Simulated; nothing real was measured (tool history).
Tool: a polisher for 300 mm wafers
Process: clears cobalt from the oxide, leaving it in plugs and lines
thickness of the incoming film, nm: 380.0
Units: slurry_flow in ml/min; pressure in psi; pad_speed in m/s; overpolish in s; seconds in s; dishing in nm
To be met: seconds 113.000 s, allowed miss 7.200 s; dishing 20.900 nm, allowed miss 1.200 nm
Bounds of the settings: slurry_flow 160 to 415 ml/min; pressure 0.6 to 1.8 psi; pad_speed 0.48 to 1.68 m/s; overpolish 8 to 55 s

run,hour,slurry_flow,pressure,pad_speed,overpolish,seconds,dishing
1,0.0,265,1.2,1.08,28,112.230,42.923
2,8.6,265,1.4,1.08,28,98.049,44.075
3,11.8,245,1.5,0.88,21,110.020,38.450
4,18.2,215,1.6,0.74,16,114.930,32.540
5,25.2,190,1.6,0.74,16,118.790,32.674
6,30.8,180,1.7,0.66,13,118.930,27.884
7,38.3,175,1.7,0.62,11,130.380,23.995
8,42.5,175,1.7,0.62,11,124.480,25.060
9,45.8,170,1.7,0.60,10,129.690,22.641
10,46.7,165,1.7,0.60,9,131.730,20.536
11,51.7,165,1.7,0.64,9,120.520,21.115
12,53.2,160,1.8,0.66,9,114.630,22.369

4 next moves are on the table. One of them brings every result within its allowed miss. Which?
A,54.7,200,1.7,0.72,8,?,?
B,54.7,165,1.8,0.66,11,?,?
C,54.7,160,1.8,0.54,12,?,?
D,54.7,180,1.8,0.60,12,?,?

move,seconds,dishing
A,109.810,21.157
B,113.120,25.956
C,128.040,25.341
D,118.030,26.746
A: meets every target
B: further off than the last run
C: further off than the last run
D: further off than the last run
The right move is A.
